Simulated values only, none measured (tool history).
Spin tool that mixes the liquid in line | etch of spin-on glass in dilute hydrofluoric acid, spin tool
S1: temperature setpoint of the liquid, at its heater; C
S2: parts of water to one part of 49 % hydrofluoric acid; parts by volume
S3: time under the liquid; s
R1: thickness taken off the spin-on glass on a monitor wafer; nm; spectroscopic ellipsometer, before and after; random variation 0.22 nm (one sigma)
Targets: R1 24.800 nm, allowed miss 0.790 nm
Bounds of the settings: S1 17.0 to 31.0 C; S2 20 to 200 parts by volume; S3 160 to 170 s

run 1 hour=0.0 | S1=23.0 S2=110 S3=160 | R1=35.518
run 2 hour=5.1 | S1=23.0 S2=110 S3=170 | R1=37.679
run 3 hour=7.0 | S1=22.0 S2=115 S3=170 | R1=34.379
run 4 hour=8.1 | S1=21.0 S2=115 S3=170 | R1=33.276
run 5 hour=10.4 | S1=20.5 S2=120 S3=170 | R1=30.790
run 6 hour=11.9 | S1=20.5 S2=120 S3=170 | R1=30.685
run 7 hour=17.5 | S1=20.0 S2=120 S3=170 | R1=29.525
run 8 hour=25.5 | S1=19.5 S2=120 S3=170 | R1=30.066
run 9 hour=34.0 | S1=19.0 S2=120 S3=170 | R1=29.185
run 10 hour=35.7 | S1=18.5 S2=120 S3=170 | R1=28.562
run 11 hour=44.4 | S1=18.0 S2=120 S3=170 | R1=27.532
run 12 hour=47.0 | S1=18.0 S2=120 S3=170 | R1=27.407
run 13 hour=52.8 | S1=17.5 S2=125 S3=170 | R1=25.796

Which of these 4 next moves meets every target?
run A hour=58.6 | S1=17.5 S2=120 S3=170 | R1=?
run B hour=58.6 | S1=17.0 S2=120 S3=170 | R1=?
run C hour=58.6 | S1=17.0 S2=120 S3=160 | R1=?
run D hour=58.6 | S1=18.5 S2=130 S3=170 | R1=?

move=A R1=27.056
move=B R1=26.499
move=C R1=24.940
move=D R1=25.759
A: further off than the last run
B: further off than the last run
C: meets every target
D: as far off as the last run
Move C is the one to make.
